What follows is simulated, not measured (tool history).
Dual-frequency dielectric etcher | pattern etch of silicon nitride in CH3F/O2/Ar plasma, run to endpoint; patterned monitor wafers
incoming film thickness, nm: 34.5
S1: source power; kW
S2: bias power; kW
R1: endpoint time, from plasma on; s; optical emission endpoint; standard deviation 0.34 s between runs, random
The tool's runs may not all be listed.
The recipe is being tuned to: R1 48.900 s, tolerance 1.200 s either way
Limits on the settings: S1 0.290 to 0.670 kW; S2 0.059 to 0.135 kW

run	hour	S1	S2	R1
1	0.0	0.480	0.097	43.778
2	3.8	0.450	0.095	45.684
3	12.5	0.450	0.106	43.780
4	13.3	0.430	0.105	45.689
5	18.7	0.480	0.105	42.813
6	21.0	0.550	0.105	39.789
7	29.3	0.510	0.103	41.843
8	30.0	0.480	0.101	42.930
9	35.8	0.380	0.089	52.001
10	38.4	0.390	0.089	51.195
11	40.6	0.400	0.089	50.404
12	45.2	0.400	0.089	50.529
13	48.3	0.440	0.091	47.333

Which one of the following 5 next-run settings gets every result inside its allowed miss? There is exactly one.
A	51.4	0.420	0.089	?
B	51.4	0.440	0.100	?
C	51.4	0.440	0.097	?
D	51.4	0.450	0.094	?
E	51.4	0.480	0.088	?

move	R1
A	49.030
B	45.451
C	46.056
D	46.131
E	45.875
A: hits every target within its allowed miss
B: further off than the last run
C: further off than the last run
D: further off than the last run
E: further off than the last run
So the answer is move A, the one that meets all the targets.

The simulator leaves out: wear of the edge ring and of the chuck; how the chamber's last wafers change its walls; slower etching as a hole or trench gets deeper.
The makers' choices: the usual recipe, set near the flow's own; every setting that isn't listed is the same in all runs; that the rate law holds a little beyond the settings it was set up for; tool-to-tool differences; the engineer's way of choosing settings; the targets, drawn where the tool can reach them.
